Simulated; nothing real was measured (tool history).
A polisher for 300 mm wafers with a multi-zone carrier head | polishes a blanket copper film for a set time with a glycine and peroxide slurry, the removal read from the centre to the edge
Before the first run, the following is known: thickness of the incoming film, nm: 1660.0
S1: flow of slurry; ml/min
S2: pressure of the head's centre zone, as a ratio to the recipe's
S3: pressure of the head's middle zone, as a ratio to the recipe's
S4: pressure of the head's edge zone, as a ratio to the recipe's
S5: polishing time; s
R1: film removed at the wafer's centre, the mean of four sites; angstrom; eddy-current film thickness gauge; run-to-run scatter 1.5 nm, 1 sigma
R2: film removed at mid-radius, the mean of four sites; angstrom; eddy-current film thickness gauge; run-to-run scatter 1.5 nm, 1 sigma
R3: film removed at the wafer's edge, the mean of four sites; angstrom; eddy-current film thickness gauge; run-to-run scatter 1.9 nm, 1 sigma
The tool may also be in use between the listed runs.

Run 1, hour 0.0: S1 215 ml/min, S2 1.00, S3 1.00, S4 1.00, S5 41 s. Result: R1 2491.1 angstrom, R2 2509.8 angstrom, R3 2554.7 angstrom.
Run 2, hour 1.4: S1 215 ml/min, S2 1.00, S3 0.99, S4 0.98, S5 37 s. Result: R1 2237.1 angstrom, R2 2252.4 angstrom, R3 2323.2 angstrom.
Run 3, hour 4.3: S1 215 ml/min, S2 1.00, S3 1.07, S4 0.98, S5 37 s. Result: R1 2233.2 angstrom, R2 2377.2 angstrom, R3 2320.8 angstrom.
Run 4, hour 7.3: S1 215 ml/min, S2 1.00, S3 1.07, S4 0.98, S5 29 s. Result: R1 1741.5 angstrom, R2 1909.5 angstrom, R3 1812.4 angstrom.
Run 5, hour 16.2: S1 215 ml/min, S2 1.00, S3 1.01, S4 0.98, S5 29 s. Result: R1 1756.4 angstrom, R2 1760.4 angstrom, R3 1796.7 angstrom.
Run 6, hour 23.0: S1 215 ml/min, S2 1.00, S3 1.01, S4 0.96, S5 28 s. Result: R1 1686.5 angstrom, R2 1706.7 angstrom, R3 1700.4 angstrom.

Run 7, settings as shown, results not yet in. Your forecast:
Run 7, hour 26.7: S1 195 ml/min, S2 0.96, S3 0.91, S4 0.86, S5 24 s. Result: R1 ?, R2 ?, R3 ?.

R1: 1376.2 angstrom
R2: 1322.7 angstrom
R3: 1400.0 angstrom
